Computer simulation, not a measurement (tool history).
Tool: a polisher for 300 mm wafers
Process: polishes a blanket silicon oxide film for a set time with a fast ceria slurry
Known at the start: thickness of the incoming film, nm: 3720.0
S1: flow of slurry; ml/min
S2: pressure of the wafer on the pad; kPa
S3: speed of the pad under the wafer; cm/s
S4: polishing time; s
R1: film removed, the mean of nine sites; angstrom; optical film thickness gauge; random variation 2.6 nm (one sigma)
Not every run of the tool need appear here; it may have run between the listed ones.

run  hour   S1    S2  S3  S4      R1
  1     0  215  22.8  90  31  4716.1
  2   7.4  215  22.8  68  31  3587.1
  3   8.8  215  22.8  46  31  2576.5
  4  10.2  215  22.8  40  31  2223.7
  5  18.5  215  23.4  40  31  2280.1
  6  23.4  215  23.4  40  31  2292.1
  7  29.2  215  24.1  40  31  2344.3
  8  29.8  215  24.8  40  31  2461.3
  9    36  215  25.5  40  31  2498.4

Forecast run 10:
 10  38.5  215  26.2  40  31   ?

Run 10 came out at R1 2594.3 angstrom.
